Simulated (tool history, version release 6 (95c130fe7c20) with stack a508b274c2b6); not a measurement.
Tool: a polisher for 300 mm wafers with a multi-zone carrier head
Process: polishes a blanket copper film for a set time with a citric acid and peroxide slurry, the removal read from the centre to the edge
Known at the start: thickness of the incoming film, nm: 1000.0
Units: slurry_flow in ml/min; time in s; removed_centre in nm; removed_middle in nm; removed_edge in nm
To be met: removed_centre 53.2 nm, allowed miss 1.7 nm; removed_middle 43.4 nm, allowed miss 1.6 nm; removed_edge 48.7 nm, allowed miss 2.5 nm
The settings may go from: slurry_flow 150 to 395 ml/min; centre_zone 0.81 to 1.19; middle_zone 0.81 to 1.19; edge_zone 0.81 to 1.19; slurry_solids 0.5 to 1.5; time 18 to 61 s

run,day,slurry_flow,centre_zone,middle_zone,edge_zone,slurry_solids,time,removed_centre,removed_middle,removed_edge
1,0,250,1,1,1,1,39,79.74,81.917,80.5
2,0.079,245,1.01,0.97,0.99,0.9,36,72.774,70.927,72.019
3,0.271,290,1.01,0.97,0.99,0.9,36,75.305,72.113,72.867
4,0.358,295,1.01,0.95,0.98,0.85,34,69.87,66.621,67.82
5,0.467,295,1.08,0.95,0.98,0.85,34,74.363,67.969,67.213
6,0.612,295,1.08,0.9,0.98,0.85,34,73.768,64.708,69.221
7,0.858,265,1.1,0.82,0.88,0.6,23,48.276,37.645,43.549
8,0.954,265,1.1,0.82,0.88,0.6,23,47.866,37.886,41.404
9,1.167,275,1.1,0.83,0.91,0.6,23,48.048,38.43,42.916
10,1.325,280,1.11,0.84,0.93,0.65,23,49.967,39.761,42.26
11,1.446,280,1.1,0.84,0.93,0.7,23,48.904,39.606,43.682
12,1.612,285,1.1,0.84,0.93,0.75,23,49.659,40.633,43.554
13,1.712,280,1.1,0.83,0.94,0.8,23,49.17,39.039,44.381
14,1.812,290,1.1,0.83,0.95,0.85,23,50.415,40.164,46.316

4 next moves are on the table. One of them brings every result within its allowed miss. Which?
A,1.912,340,0.98,0.84,0.88,0.7,26,?,?,?
B,1.912,275,1.13,0.86,0.95,0.9,24,?,?,?
C,1.912,345,1.13,0.81,0.99,0.7,22,?,?,?
D,1.912,315,0.89,0.85,1.02,0.7,25,?,?,?

move,removed_centre,removed_middle,removed_edge
A,52.528,45.634,49.585
B,53.88,43.374,48.012
C,49.008,37.501,44.238
D,47.111,44.037,50.645
A: takes the result that was furthest off past its target
B: meets every target
C: further off than the last run
D: brings the result that was furthest off to its target, and leaves another outside
Move B is the one to make.

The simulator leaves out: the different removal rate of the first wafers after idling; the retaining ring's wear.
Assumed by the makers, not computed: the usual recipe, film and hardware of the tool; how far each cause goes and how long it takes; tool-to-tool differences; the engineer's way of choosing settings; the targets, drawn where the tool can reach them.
